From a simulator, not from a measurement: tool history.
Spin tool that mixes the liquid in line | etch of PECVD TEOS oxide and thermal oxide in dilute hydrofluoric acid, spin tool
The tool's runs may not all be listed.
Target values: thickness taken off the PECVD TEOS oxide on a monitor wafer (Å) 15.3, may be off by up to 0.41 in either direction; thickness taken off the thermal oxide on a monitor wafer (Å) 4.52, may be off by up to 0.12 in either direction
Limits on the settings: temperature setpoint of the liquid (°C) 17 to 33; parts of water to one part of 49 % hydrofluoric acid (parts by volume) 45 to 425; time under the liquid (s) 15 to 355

run  hour  temperature setpoint of the liquid (°C)  parts of water to one part of 49 % hydrofluoric acid (parts by volume)  time under the liquid (s)  thickness taken off the PECVD TEOS oxide on a monitor wafer (Å)  thickness taken off the thermal oxide on a monitor wafer (Å)
  1     0                                       25                                                                     235                        180                                                           110.94                                                        32.447
  2   3.3                                       25                                                                     150                        180                                                           188.31                                                        55.697
  3   5.9                                     23.5                                                                     150                        180                                                           180.99                                                        52.704
  4  14.1                                     22.5                                                                     245                        135                                                           71.666                                                        21.247
  5  19.6                                     19.5                                                                     245                        135                                                            64.72                                                        18.947
  6  25.3                                     19.5                                                                     245                        165                                                           78.651                                                        23.064
  7  32.5                                       17                                                                     340                         75                                                           21.352                                                        6.3568
  8  38.8                                       17                                                                     340                         75                                                             21.5                                                        6.3112
  9  40.2                                       17                                                                     360                         75                                                           19.893                                                        5.8847
 10    48                                       17                                                                     375                         75                                                           19.114                                                         5.595
     52.7  -- hydrofluoric acid flow meter replaced
 11  52.7                                       17                                                                     390                         75                                                           17.043                                                        5.0411
 12  60.2                                       17                                                                     395                         75                                                            16.67                                                        4.9498
 13  65.2                                       17                                                                     400                         75                                                            16.62                                                        4.7958
 14  68.4                                       17                                                                     405                         75                                                           16.427                                                        4.7678
 15  69.7                                       17                                                                     410                         75                                                           15.988                                                        4.6652

Which of these 4 next moves meets every target?
  A    71                                     17.5                                                                     385                         65                                                                ?                                                             ?
  B    71                                       19                                                                     370                         55                                                                ?                                                             ?
  C    71                                       17                                                                     420                         70                                                                ?                                                             ?
  D    71                                       17                                                                     425                         80                                                                ?                                                             ?

move  thickness taken off the PECVD TEOS oxide on a monitor wafer (Å)  thickness taken off the thermal oxide on a monitor wafer (Å)
   A                                                           15.544                                                        4.5113
   B                                                            14.62                                                        4.2429
   C                                                           14.667                                                        4.2565
   D                                                           16.501                                                         4.789
A: all results in spec
B: carries the result that was furthest off beyond its target, to the other side
C: carries the result that was furthest off beyond its target, to the other side
D: the biggest miss grows against the last run
A meets every target.

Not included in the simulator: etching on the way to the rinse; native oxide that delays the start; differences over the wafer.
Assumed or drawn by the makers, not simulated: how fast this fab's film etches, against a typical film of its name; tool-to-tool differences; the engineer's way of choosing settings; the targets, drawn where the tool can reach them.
